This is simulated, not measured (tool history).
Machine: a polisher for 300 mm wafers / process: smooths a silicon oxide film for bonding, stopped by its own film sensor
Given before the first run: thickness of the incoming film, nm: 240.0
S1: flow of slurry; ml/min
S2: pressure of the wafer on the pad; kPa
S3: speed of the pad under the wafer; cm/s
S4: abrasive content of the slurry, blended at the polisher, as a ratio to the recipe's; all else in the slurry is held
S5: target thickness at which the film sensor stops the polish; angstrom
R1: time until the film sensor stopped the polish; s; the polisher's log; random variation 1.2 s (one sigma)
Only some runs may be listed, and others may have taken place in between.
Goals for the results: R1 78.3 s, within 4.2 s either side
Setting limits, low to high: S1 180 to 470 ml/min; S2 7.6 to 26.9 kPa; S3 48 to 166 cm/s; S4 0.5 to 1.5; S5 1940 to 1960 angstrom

run  hour   S1    S2   S3   S4    S5      R1
  1     0  300  17.2  106    1  1960  54.022
  2   4.5  300  20.7  106    1  1960   47.78
  3  12.8  300  22.8  106    1  1960  42.128
  4  13.9  300  19.3  102    1  1960   51.51
  5  14.6  300  16.5  100    1  1960   60.32
  6    19  300  16.5  100  1.1  1960  58.436
  7    24  300  15.2   98  1.1  1960  63.064
  8  27.9  300  13.8   96  1.1  1960  69.773
  9  29.5  300  13.1   96  1.1  1960  71.511

5 next moves are on the table. One of them brings every result within its allowed miss. Which?
  A  31.1  365  13.8   94  0.85  1960   ?
  B  31.1  335  14.5   94   1.1  1960   ?
  C  31.1  300  14.5   90   1.2  1960   ?
  D  31.1  290   9.7  134  1.35  1960   ?
  E  31.1  380  13.1  112     1  1960   ?

move      R1
   A  77.843
   B  66.113
   C  66.579
   D  66.869
   E  65.174
A: each result inside its tolerance
B: further off than the last run
C: further off than the last run
D: further off than the last run
E: further off than the last run
A meets every target.

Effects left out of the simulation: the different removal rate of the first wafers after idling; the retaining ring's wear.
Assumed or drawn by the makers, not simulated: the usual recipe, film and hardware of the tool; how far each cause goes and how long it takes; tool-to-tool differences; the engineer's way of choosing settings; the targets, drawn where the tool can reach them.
